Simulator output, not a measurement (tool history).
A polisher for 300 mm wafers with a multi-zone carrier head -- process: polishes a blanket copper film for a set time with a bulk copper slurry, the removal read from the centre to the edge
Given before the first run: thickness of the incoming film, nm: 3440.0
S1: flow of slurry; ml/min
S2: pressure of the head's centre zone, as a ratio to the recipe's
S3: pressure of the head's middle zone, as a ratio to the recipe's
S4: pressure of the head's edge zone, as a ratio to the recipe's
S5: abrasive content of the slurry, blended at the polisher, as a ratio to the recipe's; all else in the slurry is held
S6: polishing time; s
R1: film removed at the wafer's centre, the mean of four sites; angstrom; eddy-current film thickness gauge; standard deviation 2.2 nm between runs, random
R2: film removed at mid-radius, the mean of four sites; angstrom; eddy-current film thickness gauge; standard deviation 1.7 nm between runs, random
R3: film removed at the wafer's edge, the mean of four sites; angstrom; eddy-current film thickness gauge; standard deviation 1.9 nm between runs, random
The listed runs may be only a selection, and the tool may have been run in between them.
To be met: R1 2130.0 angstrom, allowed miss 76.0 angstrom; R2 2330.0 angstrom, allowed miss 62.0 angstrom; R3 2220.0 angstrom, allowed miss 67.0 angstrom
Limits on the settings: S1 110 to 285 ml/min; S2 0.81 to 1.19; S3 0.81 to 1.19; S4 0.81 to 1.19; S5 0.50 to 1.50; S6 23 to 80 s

Run 1, hour 0.0: S1 180 ml/min, S2 1.00, S3 1.00, S4 1.00, S5 1.00, S6 51 s. Result: R1 3642.7 angstrom, R2 3576.6 angstrom, R3 3588.7 angstrom.
Run 2, hour 8.1: S1 175 ml/min, S2 0.98, S3 1.00, S4 0.97, S5 0.90, S6 48 s. Result: R1 3238.6 angstrom, R2 3235.0 angstrom, R3 3321.6 angstrom.
Run 3, hour 9.0: S1 200 ml/min, S2 0.98, S3 1.00, S4 0.97, S5 0.90, S6 48 s. Result: R1 3310.4 angstrom, R2 3321.6 angstrom, R3 3322.6 angstrom.
Run 4, hour 17.4: S1 215 ml/min, S2 0.97, S3 1.01, S4 0.95, S5 0.80, S6 45 s. Result: R1 3035.5 angstrom, R2 3041.2 angstrom, R3 3008.8 angstrom.
Run 5, hour 20.6: S1 225 ml/min, S2 0.95, S3 1.02, S4 0.93, S5 0.75, S6 43 s. Result: R1 2789.5 angstrom, R2 2937.0 angstrom, R3 2782.4 angstrom.
Run 6, hour 23.9: S1 225 ml/min, S2 0.99, S3 1.02, S4 0.93, S5 0.75, S6 43 s. Result: R1 2927.1 angstrom, R2 2945.8 angstrom, R3 2809.0 angstrom.
Run 7, hour 27.4: S1 230 ml/min, S2 0.97, S3 1.01, S4 0.91, S5 0.70, S6 42 s. Result: R1 2747.7 angstrom, R2 2776.9 angstrom, R3 2733.0 angstrom.
Run 8, hour 36.3: S1 235 ml/min, S2 0.96, S3 1.01, S4 0.90, S5 0.65, S6 41 s. Result: R1 2600.0 angstrom, R2 2677.7 angstrom, R3 2556.2 angstrom.
Run 9, hour 45.0: S1 185 ml/min, S2 0.86, S3 0.93, S4 0.81, S5 0.50, S6 41 s. Result: R1 2099.4 angstrom, R2 2265.3 angstrom, R3 2190.7 angstrom.

Next run, 5 choices. One meets every target within its allowed miss, the rest don't. Which?
Run A, hour 53.7: S1 215 ml/min, S2 0.84, S3 0.94, S4 0.81, S5 0.50, S6 38 s. Result: R1 ?, R2 ?, R3 ?.
Run B, hour 53.7: S1 175 ml/min, S2 0.86, S3 0.89, S4 0.84, S5 0.50, S6 40 s. Result: R1 ?, R2 ?, R3 ?.
Run C, hour 53.7: S1 145 ml/min, S2 0.93, S3 0.90, S4 0.82, S5 0.50, S6 43 s. Result: R1 ?, R2 ?, R3 ?.
Run D, hour 53.7: S1 215 ml/min, S2 0.82, S3 0.87, S4 0.84, S5 0.75, S6 37 s. Result: R1 ?, R2 ?, R3 ?.
Run E, hour 53.7: S1 170 ml/min, S2 0.88, S3 0.96, S4 0.81, S5 0.50, S6 42 s. Result: R1 ?, R2 ?, R3 ?.

move      R1      R2      R3
   A  1893.7  2136.8  2057.1
   B  1972.0  2084.0  2152.4
   C  2208.5  2185.2  2233.8
   D  2008.2  2178.4  2274.3
   E  2108.7  2319.4  2214.4
A: its largest miss is bigger than the last run's
B: its largest miss is bigger than the last run's
C: its largest miss is bigger than the last run's
D: its largest miss is bigger than the last run's
E: every result lands within tolerance
So the answer is move E, the one that meets all the targets.

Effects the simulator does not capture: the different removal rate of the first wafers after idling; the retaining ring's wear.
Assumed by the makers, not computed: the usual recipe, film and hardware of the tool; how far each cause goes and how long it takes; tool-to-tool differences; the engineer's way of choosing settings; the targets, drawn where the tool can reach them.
